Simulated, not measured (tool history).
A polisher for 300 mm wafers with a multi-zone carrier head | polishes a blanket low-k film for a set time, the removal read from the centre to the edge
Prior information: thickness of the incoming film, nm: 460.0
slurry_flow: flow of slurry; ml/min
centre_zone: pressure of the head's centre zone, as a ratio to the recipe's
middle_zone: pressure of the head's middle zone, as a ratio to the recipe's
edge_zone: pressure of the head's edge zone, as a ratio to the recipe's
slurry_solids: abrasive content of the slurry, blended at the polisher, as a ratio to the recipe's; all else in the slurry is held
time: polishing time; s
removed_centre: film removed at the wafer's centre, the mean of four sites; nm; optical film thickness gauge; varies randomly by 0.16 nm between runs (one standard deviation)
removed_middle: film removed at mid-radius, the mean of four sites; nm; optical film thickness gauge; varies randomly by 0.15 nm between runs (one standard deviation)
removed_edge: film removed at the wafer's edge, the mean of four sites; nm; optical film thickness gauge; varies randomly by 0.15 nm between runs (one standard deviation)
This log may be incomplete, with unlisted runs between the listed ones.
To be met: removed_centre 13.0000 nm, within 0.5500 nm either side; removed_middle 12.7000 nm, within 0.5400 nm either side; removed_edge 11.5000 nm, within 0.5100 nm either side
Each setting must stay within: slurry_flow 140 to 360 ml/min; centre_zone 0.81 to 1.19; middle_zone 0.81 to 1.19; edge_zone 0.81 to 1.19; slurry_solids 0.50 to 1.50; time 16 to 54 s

run	hour	slurry_flow	centre_zone	middle_zone	edge_zone	slurry_solids	time	removed_centre	removed_middle	removed_edge
1	0.0	230	1.00	1.00	1.00	1.00	35	10.1340	10.0090	10.4610
2	1.9	230	1.00	1.00	0.94	1.00	35	9.9872	10.0660	10.1700
3	7.3	175	1.00	1.00	0.94	1.00	35	9.3483	9.5048	9.4951
4	11.7	175	1.00	1.00	0.90	1.00	35	9.4604	9.5222	9.2337
5	16.4	175	1.05	1.00	0.90	1.00	35	9.8610	9.4304	9.4857
6	20.6	175	1.05	1.08	0.90	1.00	35	10.0040	10.0750	9.2424
7	24.4	200	1.06	1.10	0.92	1.05	35	10.1690	10.6990	9.7765
8	32.4	215	1.09	1.11	0.91	1.10	35	11.1450	11.2430	10.2360
9	41.1	235	1.10	1.12	0.91	1.10	35	11.2120	11.5380	10.4830
10	44.0	245	1.12	1.13	0.91	1.10	35	11.3910	11.7850	9.9626
11	49.1	250	1.13	1.12	0.93	1.15	35	12.1450	11.7840	10.4040
12	52.1	260	1.13	1.12	0.94	1.15	35	12.2360	11.7150	10.6650
13	60.1	270	1.13	1.13	0.95	1.15	35	11.7730	11.9130	10.8930
14	64.1	275	1.14	1.13	0.95	1.15	35	12.4340	11.8910	10.6970
15	68.2	280	1.14	1.14	0.96	1.15	35	12.1270	12.3980	10.6070
16	69.9	285	1.14	1.13	0.96	1.15	35	12.2780	12.1200	10.6340

Exercise: of the 5 proposed moves below, exactly one satisfies all targets within the stated allowed misses. Which move is it?
A	71.6	270	1.11	1.06	1.02	1.25	35	?	?	?
B	71.6	265	1.15	1.13	0.98	1.20	37	?	?	?
C	71.6	285	0.99	1.08	1.01	1.35	33	?	?	?
D	71.6	285	1.05	1.14	0.95	1.15	37	?	?	?
E	71.6	245	1.03	1.02	1.01	1.45	35	?	?	?

move	removed_centre	removed_middle	removed_edge
A	12.1670	11.5320	11.1220
B	13.1000	12.6500	11.3270
C	10.5880	11.4400	10.7820
D	11.8670	12.6490	11.0470
E	11.7460	11.6410	11.5800
A: the worst result of the last run now meets its target, but another is out of spec
B: in spec on every target
C: lands further from the targets than the last run did
D: the worst result of the last run now meets its target, but another is out of spec
E: the worst result of the last run now meets its target, but another is out of spec
B meets every target.

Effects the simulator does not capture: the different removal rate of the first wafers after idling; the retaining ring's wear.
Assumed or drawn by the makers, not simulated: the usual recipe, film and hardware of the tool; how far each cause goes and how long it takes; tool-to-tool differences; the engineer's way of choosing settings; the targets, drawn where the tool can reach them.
